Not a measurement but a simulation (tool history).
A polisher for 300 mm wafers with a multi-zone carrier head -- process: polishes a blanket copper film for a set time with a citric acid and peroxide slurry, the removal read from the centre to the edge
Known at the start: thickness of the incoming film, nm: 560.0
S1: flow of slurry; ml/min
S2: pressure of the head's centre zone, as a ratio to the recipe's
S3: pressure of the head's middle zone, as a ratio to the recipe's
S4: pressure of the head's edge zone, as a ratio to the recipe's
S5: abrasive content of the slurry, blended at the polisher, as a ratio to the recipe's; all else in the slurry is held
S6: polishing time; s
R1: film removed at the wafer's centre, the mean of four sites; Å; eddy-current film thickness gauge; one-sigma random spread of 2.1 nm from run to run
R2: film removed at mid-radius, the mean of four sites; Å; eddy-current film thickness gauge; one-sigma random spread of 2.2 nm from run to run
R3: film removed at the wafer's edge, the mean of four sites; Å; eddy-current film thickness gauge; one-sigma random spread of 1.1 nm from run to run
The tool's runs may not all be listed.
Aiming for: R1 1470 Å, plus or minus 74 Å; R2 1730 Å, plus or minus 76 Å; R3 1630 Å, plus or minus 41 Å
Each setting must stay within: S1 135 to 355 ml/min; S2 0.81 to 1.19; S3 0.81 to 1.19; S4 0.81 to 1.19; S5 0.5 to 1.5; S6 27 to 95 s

{"run": 1, "hour": 0.0, "S1": 225, "S2": 1, "S3": 1, "S4": 1, "S5": 1, "S6": 61, "R1": 1988.9, "R2": 2058.2, "R3": 1944.2}
{"run": 2, "hour": 8.2, "S1": 215, "S2": 0.96, "S3": 0.99, "S4": 0.97, "S5": 0.9, "S6": 61, "R1": 1850.3, "R2": 1939.4, "R3": 1864.7}
{"run": 3, "hour": 9.1, "S1": 210, "S2": 0.93, "S3": 0.99, "S4": 0.94, "S5": 0.85, "S6": 61, "R1": 1778, "R2": 1887.9, "R3": 1806}
{"run": 4, "hour": 10.6, "S1": 210, "S2": 0.93, "S3": 0.99, "S4": 0.94, "S5": 0.85, "S6": 71, "R1": 2039, "R2": 2225.3, "R3": 2077.1}
{"run": 5, "hour": 15.6, "S1": 210, "S2": 0.93, "S3": 0.99, "S4": 0.89, "S5": 0.85, "S6": 71, "R1": 2056.1, "R2": 2220.9, "R3": 2063.4}
{"run": 6, "hour": 21.6, "S1": 200, "S2": 0.9, "S3": 0.99, "S4": 0.88, "S5": 0.75, "S6": 69, "R1": 1856.6, "R2": 2070.1, "R3": 1884.6}
{"run": 7, "hour": 30.2, "S1": 150, "S2": 0.81, "S3": 0.93, "S4": 0.91, "S5": 0.5, "S6": 66, "R1": 1198.3, "R2": 1504.3, "R3": 1476}
{"run": 8, "hour": 38.8, "S1": 175, "S2": 0.82, "S3": 0.94, "S4": 0.91, "S5": 0.5, "S6": 66, "R1": 1337.2, "R2": 1579.3, "R3": 1511.6}
{"run": 9, "hour": 39.6, "S1": 185, "S2": 0.82, "S3": 0.95, "S4": 0.93, "S5": 0.5, "S6": 66, "R1": 1344.1, "R2": 1577.9, "R3": 1547}
{"run": 10, "hour": 41.6, "S1": 190, "S2": 0.82, "S3": 0.97, "S4": 0.93, "S5": 0.5, "S6": 66, "R1": 1345.5, "R2": 1564.1, "R3": 1542.2}
{"run": 11, "hour": 43.5, "S1": 190, "S2": 0.82, "S3": 0.98, "S4": 0.92, "S5": 0.55, "S6": 66, "R1": 1374.7, "R2": 1716.4, "R3": 1595.2}

Consider the 5 candidate settings below. Which is the only one whose results all fall within their allowed miss of target?
{"run": "A", "hour": 45.4, "S1": 210, "S2": 0.81, "S3": 1, "S4": 1.02, "S5": 0.5, "S6": 66, "R1": "?", "R2": "?", "R3": "?"}
{"run": "B", "hour": 45.4, "S1": 150, "S2": 0.84, "S3": 0.95, "S4": 0.84, "S5": 0.6, "S6": 69, "R1": "?", "R2": "?", "R3": "?"}
{"run": "C", "hour": 45.4, "S1": 200, "S2": 0.89, "S3": 0.94, "S4": 0.85, "S5": 0.5, "S6": 68, "R1": "?", "R2": "?", "R3": "?"}
{"run": "D", "hour": 45.4, "S1": 205, "S2": 0.85, "S3": 1.09, "S4": 0.87, "S5": 0.55, "S6": 62, "R1": "?", "R2": "?", "R3": "?"}
{"run": "E", "hour": 45.4, "S1": 170, "S2": 0.92, "S3": 0.87, "S4": 0.95, "S5": 0.5, "S6": 71, "R1": "?", "R2": "?", "R3": "?"}

move=A R1=1342.6 R2=1701.5 R3=1615.7
move=B R1=1473.5 R2=1772.6 R3=1629.9
move=C R1=1497 R2=1684.5 R3=1541.1
move=D R1=1378 R2=1748.8 R3=1488.8
move=E R1=1560.1 R2=1643.2 R3=1645.5
A: its largest miss is bigger than the last run's
B: meets every target
C: the worst result of the last run now meets its target, but another is out of spec
D: its largest miss is bigger than the last run's
E: takes the result that was furthest off past its target
So the answer is move B, the one that meets all the targets.
